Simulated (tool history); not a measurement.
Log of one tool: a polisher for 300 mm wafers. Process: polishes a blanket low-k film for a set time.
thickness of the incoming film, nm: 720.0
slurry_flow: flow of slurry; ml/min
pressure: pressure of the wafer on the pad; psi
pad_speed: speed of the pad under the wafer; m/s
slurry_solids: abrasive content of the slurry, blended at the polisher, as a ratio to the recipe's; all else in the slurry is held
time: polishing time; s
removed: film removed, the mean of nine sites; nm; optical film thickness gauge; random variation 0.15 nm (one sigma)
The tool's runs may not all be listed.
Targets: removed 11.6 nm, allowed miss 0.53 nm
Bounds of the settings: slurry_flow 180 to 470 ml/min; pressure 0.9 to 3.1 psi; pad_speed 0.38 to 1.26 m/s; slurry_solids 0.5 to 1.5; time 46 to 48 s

run,hour,slurry_flow,pressure,pad_speed,slurry_solids,time,removed
1,0,300,2,0.82,1,46,18.014
2,7.7,300,2.4,0.82,1,46,21.64
3,9.1,300,2.4,0.82,1,46,21.329
4,9.8,300,2.8,0.82,1,46,23.625
5,12.7,300,3.1,0.82,1,46,26.778
6,20.1,260,3.1,0.82,1,46,25.957
7,28,255,2.5,0.78,1,46,20.261
8,35.5,255,1.9,0.68,1,46,15.192
9,36.7,255,1.7,0.66,1,46,13.315
10,43.5,255,1.6,0.66,1,46,12.824
11,46.7,255,1.6,0.66,1,46,13.212
12,55.2,255,1.5,0.66,1,46,12.148

Which of these 5 next moves meets every target?
A,63.7,220,1.5,0.78,0.9,48,?
B,63.7,260,1.4,0.7,0.95,46,?
C,63.7,230,1.5,0.64,1.2,48,?
D,63.7,310,1.8,0.74,0.75,47,?
E,63.7,230,2.1,0.56,0.9,47,?

move,removed
A,13.464
B,11.882
C,13.44
D,13.725
E,13.558
A: further off than the last run
B: meets every target
C: further off than the last run
D: further off than the last run
E: further off than the last run
Move B is the one to make.
